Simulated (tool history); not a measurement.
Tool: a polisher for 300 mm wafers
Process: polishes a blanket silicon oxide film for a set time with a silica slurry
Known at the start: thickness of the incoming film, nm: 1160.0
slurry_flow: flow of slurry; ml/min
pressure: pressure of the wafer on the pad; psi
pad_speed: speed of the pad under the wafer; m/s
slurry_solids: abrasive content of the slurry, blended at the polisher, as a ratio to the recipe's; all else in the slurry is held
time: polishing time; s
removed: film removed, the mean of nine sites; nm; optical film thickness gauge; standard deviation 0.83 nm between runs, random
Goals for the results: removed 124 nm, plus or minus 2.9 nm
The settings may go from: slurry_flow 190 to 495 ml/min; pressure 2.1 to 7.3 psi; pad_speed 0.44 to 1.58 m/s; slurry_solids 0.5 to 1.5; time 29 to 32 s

run 1 day=0 | slurry_flow=320 pressure=4.7 pad_speed=1 slurry_solids=1 time=32 | removed=88.624
run 2 day=0.062 | slurry_flow=380 pressure=4.7 pad_speed=1 slurry_solids=1 time=32 | removed=88.034
run 3 day=0.425 | slurry_flow=380 pressure=3.9 pad_speed=1 slurry_solids=1 time=32 | removed=73.605
run 4 day=0.579 | slurry_flow=380 pressure=3.2 pad_speed=1 slurry_solids=1 time=32 | removed=60.888
run 5 day=0.771 | slurry_flow=380 pressure=4 pad_speed=1 slurry_solids=1 time=32 | removed=75.361
run 6 day=0.962 | slurry_flow=380 pressure=4.5 pad_speed=1 slurry_solids=1 time=32 | removed=85.464
run 7 day=1.333 | slurry_flow=380 pressure=4.9 pad_speed=1 slurry_solids=1 time=32 | removed=91.948
run 8 day=1.533 | slurry_flow=380 pressure=5.3 pad_speed=1 slurry_solids=1 time=32 | removed=98.772
run 9 day=1.679 | slurry_flow=380 pressure=5.6 pad_speed=1 slurry_solids=1 time=32 | removed=105.15

Which single option among these 4 for the next run brings every result within its allowed miss of target? Just one does.
run A day=1.825 | slurry_flow=395 pressure=6.3 pad_speed=1.22 slurry_solids=0.8 time=32 | removed=?
run B day=1.825 | slurry_flow=350 pressure=5.7 pad_speed=1.1 slurry_solids=1.05 time=32 | removed=?
run C day=1.825 | slurry_flow=380 pressure=6.6 pad_speed=1.08 slurry_solids=1.05 time=32 | removed=?
run D day=1.825 | slurry_flow=375 pressure=5.8 pad_speed=1.14 slurry_solids=1 time=32 | removed=?

move=A removed=125.61
move=B removed=115.12
move=C removed=132.15
move=D removed=118.65
A: every result lands within tolerance
B: nearer the targets than the last run, but a result is still out of spec
C: moves the result that the last run missed by most past its target, out the other side
D: nearer the targets than the last run, but a result is still out of spec
Move A is the one to make.

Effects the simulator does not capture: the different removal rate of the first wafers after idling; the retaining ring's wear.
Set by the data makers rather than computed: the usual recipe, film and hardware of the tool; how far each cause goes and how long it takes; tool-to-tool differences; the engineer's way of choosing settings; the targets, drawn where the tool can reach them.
